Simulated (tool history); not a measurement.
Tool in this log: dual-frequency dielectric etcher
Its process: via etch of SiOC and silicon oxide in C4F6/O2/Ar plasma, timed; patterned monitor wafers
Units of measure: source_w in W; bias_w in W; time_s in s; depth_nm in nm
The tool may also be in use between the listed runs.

{"run": 1, "day": 0.0, "source_w": 390, "bias_w": 187, "time_s": 123.5, "depth_nm": 145.49}
{"run": 2, "day": 0.175, "source_w": 430, "bias_w": 187, "time_s": 123.5, "depth_nm": 151.37}
{"run": 3, "day": 0.283, "source_w": 430, "bias_w": 187, "time_s": 123.5, "depth_nm": 154.32}
{"run": 4, "day": 0.35, "source_w": 460, "bias_w": 187, "time_s": 123.5, "depth_nm": 161.29}
{"run": 5, "day": 0.579, "source_w": 410, "bias_w": 178, "time_s": 123.5, "depth_nm": 146.83}
{"run": 6, "day": 0.617, "source_w": 350, "bias_w": 178, "time_s": 123.5, "depth_nm": 135.37}
{"run": 7, "day": 0.888, "source_w": 320, "bias_w": 170, "time_s": 123.5, "depth_nm": 126.68}
{"run": 8, "day": 1.2, "source_w": 300, "bias_w": 165, "time_s": 123.5, "depth_nm": 119.76}
{"run": 9, "day": 1.321, "source_w": 290, "bias_w": 164, "time_s": 123.5, "depth_nm": 117.0}
{"run": 10, "day": 1.542, "source_w": 280, "bias_w": 163, "time_s": 123.5, "depth_nm": 113.48}

Forecast run 11:
{"run": 11, "day": 1.646, "source_w": 270, "bias_w": 163, "time_s": 123.5, "depth_nm": "?"}

For run 11 the tool returned depth_nm 110.17 nm.

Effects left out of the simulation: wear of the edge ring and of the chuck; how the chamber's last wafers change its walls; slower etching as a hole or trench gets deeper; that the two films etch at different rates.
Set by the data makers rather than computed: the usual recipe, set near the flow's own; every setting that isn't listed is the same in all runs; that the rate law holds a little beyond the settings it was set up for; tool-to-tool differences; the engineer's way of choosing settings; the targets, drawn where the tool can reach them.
